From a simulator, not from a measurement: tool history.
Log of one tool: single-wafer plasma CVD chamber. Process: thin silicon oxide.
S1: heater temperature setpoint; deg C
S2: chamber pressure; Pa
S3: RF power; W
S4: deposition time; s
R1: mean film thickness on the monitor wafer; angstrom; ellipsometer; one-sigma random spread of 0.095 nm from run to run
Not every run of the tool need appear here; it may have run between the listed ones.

| run | day | S1 | S2 | S3 | S4 | R1 |
|---|---|---|---|---|---|---|
| 1 | 0 | 375 | 95.1 | 275 | 13.3 | 218.27 |
| 2 | 0.188 | 375 | 102.1 | 275 | 13.3 | 235.76 |
| 3 | 0.408 | 371 | 102.1 | 275 | 13.3 | 237.32 |
| 4 | 0.625 | 379 | 102.1 | 275 | 13.3 | 234.72 |
| 5 | 0.717 | 379 | 97.3 | 275 | 13.3 | 226.66 |
| 6 | 0.883 | 379 | 105.1 | 275 | 13.3 | 241.44 |
| 7 | 0.925 | 379 | 98.9 | 275 | 13.3 | 227.89 |
| 8 | 0.971 | 379 | 94.4 | 275 | 13.3 | 218.77 |
| 9 | 1.133 | 379 | 90.8 | 275 | 13.3 | 210.3 |

Forecast run 10:
| 10 | 1.171 | 379 | 88.3 | 275 | 13.3 | ? |

R1: 205.21 angstrom
